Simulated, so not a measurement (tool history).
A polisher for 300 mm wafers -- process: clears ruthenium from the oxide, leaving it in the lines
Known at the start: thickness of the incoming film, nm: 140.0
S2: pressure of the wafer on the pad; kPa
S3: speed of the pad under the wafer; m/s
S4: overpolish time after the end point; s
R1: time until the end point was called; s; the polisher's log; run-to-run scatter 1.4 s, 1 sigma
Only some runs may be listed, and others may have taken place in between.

Run 1, hour 0.0: flow of slurry (ml/min) 180, S2 17.2 kPa, S3 0.84 m/s, S4 43 s. Result: R1 115.49 s.
Run 2, hour 5.1: flow of slurry (ml/min) 180, S2 17.9 kPa, S3 0.84 m/s, S4 43 s. Result: R1 112.20 s.
Run 3, hour 10.6: flow of slurry (ml/min) 180, S2 18.6 kPa, S3 0.84 m/s, S4 43 s. Result: R1 111.63 s.
Run 4, hour 16.9: flow of slurry (ml/min) 180, S2 19.3 kPa, S3 0.84 m/s, S4 43 s. Result: R1 111.42 s.
Run 5, hour 19.5: flow of slurry (ml/min) 180, S2 19.3 kPa, S3 0.64 m/s, S4 43 s. Result: R1 140.62 s.
Run 6, hour 27.2: flow of slurry (ml/min) 180, S2 19.3 kPa, S3 0.64 m/s, S4 43 s. Result: R1 139.34 s.

Run 7 is up next; what results do you expect?
Run 7, hour 35.2: flow of slurry (ml/min) 180, S2 20.7 kPa, S3 0.66 m/s, S4 43 s. Result: R1 ?.

{"run 7": {"R1": 133.7}}

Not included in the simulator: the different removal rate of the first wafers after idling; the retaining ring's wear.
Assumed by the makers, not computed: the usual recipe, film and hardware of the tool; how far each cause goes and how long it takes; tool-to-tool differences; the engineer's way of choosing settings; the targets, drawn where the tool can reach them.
